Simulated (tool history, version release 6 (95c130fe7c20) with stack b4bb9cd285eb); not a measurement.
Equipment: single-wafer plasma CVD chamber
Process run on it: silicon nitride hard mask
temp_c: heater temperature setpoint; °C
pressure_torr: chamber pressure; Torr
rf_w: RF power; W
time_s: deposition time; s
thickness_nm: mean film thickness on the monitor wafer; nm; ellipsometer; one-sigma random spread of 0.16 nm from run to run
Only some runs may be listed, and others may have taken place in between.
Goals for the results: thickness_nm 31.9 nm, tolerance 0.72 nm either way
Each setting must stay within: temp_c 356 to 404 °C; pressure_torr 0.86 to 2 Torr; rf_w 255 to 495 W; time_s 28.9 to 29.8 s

run 1 hour=0 | temp_c=380 pressure_torr=1.43 rf_w=375 time_s=28.9 | thickness_nm=36.786
run 2 hour=8.1 | temp_c=380 pressure_torr=1.38 rf_w=370 time_s=28.9 | thickness_nm=35.9
run 3 hour=11.3 | temp_c=380 pressure_torr=1.34 rf_w=370 time_s=28.9 | thickness_nm=35.773
run 4 hour=13.3 | temp_c=380 pressure_torr=1.3 rf_w=365 time_s=28.9 | thickness_nm=35.261
run 5 hour=18.6 | temp_c=380 pressure_torr=1.26 rf_w=360 time_s=28.9 | thickness_nm=34.701
run 6 hour=23.4 | temp_c=380 pressure_torr=1.23 rf_w=355 time_s=28.9 | thickness_nm=34.415
run 7 hour=24.4 | temp_c=380 pressure_torr=1.2 rf_w=350 time_s=28.9 | thickness_nm=33.565
run 8 hour=28.9 | temp_c=380 pressure_torr=1.18 rf_w=350 time_s=28.9 | thickness_nm=33.786
run 9 hour=35.4 | temp_c=380 pressure_torr=1.18 rf_w=350 time_s=28.9 | thickness_nm=33.552
run 10 hour=40 | temp_c=380 pressure_torr=1.16 rf_w=350 time_s=28.9 | thickness_nm=33.738

Below are 5 possible settings for the next run. Only one of them brings all results inside the allowed miss of their targets. Which is it?
run A hour=44.6 | temp_c=386 pressure_torr=0.92 rf_w=390 time_s=29.3 | thickness_nm=?
run B hour=44.6 | temp_c=380 pressure_torr=1.3 rf_w=345 time_s=28.9 | thickness_nm=?
run C hour=44.6 | temp_c=378 pressure_torr=1.09 rf_w=330 time_s=28.9 | thickness_nm=?
run D hour=44.6 | temp_c=378 pressure_torr=1.1 rf_w=355 time_s=28.9 | thickness_nm=?
run E hour=44.6 | temp_c=392 pressure_torr=1.3 rf_w=375 time_s=29.8 | thickness_nm=?

move=A thickness_nm=34.414
move=B thickness_nm=34.161
move=C thickness_nm=32.125
move=D thickness_nm=33.528
move=E thickness_nm=36.751
A: the biggest miss grows against the last run
B: the biggest miss grows against the last run
C: every result within its allowed miss
D: nearer than the last run, and not there yet
E: the biggest miss grows against the last run
The right move is C.
